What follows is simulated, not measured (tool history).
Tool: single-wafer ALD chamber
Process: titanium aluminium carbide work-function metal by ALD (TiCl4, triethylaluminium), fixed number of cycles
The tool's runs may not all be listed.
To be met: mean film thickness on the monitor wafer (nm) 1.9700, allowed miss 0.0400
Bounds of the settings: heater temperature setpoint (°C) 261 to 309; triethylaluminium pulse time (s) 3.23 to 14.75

run,hour,heater temperature setpoint (°C),triethylaluminium pulse time (s),mean film thickness on the monitor wafer (nm)
1,0.0,285,8.99,1.7623
2,2.0,280,8.99,1.7221
3,9.4,280,11.47,1.7721
4,16.8,269,11.47,1.6791
5,18.0,275,12.06,1.7387
6,21.3,271,12.06,1.7067
7,30.1,277,12.61,1.7450
8,32.8,284,13.13,1.8241
9,34.4,287,13.48,1.8475
10,41.4,290,13.79,1.8684
11,48.6,293,14.02,1.8891
12,49.8,293,14.02,1.8954

Which of these 5 next moves meets every target?
A,51.0,285,13.31,?
B,51.0,288,14.72,?
C,51.0,301,14.75,?
D,51.0,285,13.35,?
E,51.0,294,13.83,?

move,mean film thickness on the monitor wafer (nm)
A,1.8278
B,1.8598
C,1.9675
D,1.8281
E,1.9049
A: further off than the last run
B: further off than the last run
C: meets every target
D: further off than the last run
E: nearer than the last run, and not there yet
Answer: C
